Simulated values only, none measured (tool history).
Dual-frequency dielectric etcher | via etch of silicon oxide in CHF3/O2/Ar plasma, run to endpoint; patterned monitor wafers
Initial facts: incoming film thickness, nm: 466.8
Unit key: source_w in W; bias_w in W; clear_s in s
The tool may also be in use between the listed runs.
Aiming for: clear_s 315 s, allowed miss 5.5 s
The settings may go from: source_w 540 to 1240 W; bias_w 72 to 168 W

{"run": 1, "hour": 0.0, "source_w": 890, "bias_w": 120, "clear_s": 229.68}
{"run": 2, "hour": 0.7, "source_w": 780, "bias_w": 120, "clear_s": 248.43}
{"run": 3, "hour": 2.2, "source_w": 730, "bias_w": 114, "clear_s": 264.27}
{"run": 4, "hour": 7.3, "source_w": 600, "bias_w": 114, "clear_s": 302.08}
{"run": 5, "hour": 12.5, "source_w": 590, "bias_w": 114, "clear_s": 306.93}
{"run": 6, "hour": 18.2, "source_w": 730, "bias_w": 114, "clear_s": 263.8}
{"run": 7, "hour": 25.8, "source_w": 690, "bias_w": 113, "clear_s": 275.13}
{"run": 8, "hour": 34.1, "source_w": 540, "bias_w": 97, "clear_s": 348.58}
{"run": 9, "hour": 41.0, "source_w": 560, "bias_w": 97, "clear_s": 336.73}
{"run": 10, "hour": 49.2, "source_w": 570, "bias_w": 97, "clear_s": 332.77}
{"run": 11, "hour": 57.9, "source_w": 580, "bias_w": 97, "clear_s": 328.07}
{"run": 12, "hour": 59.9, "source_w": 590, "bias_w": 97, "clear_s": 323.18}

5 next moves are on the table. One of them brings every result within its allowed miss. Which?
{"run": "A", "hour": 61.9, "source_w": 620, "bias_w": 91, "clear_s": "?"}
{"run": "B", "hour": 61.9, "source_w": 550, "bias_w": 107, "clear_s": "?"}
{"run": "C", "hour": 61.9, "source_w": 620, "bias_w": 79, "clear_s": "?"}
{"run": "D", "hour": 61.9, "source_w": 590, "bias_w": 90, "clear_s": "?"}
{"run": "E", "hour": 61.9, "source_w": 570, "bias_w": 102, "clear_s": "?"}

move=A clear_s=316.31
move=B clear_s=332.81
move=C clear_s=328.24
move=D clear_s=329.72
move=E clear_s=327.51
A: meets every target
B: misses by more than the last run did
C: misses by more than the last run did
D: misses by more than the last run did
E: misses by more than the last run did
So the answer is move A, the one that meets all the targets.
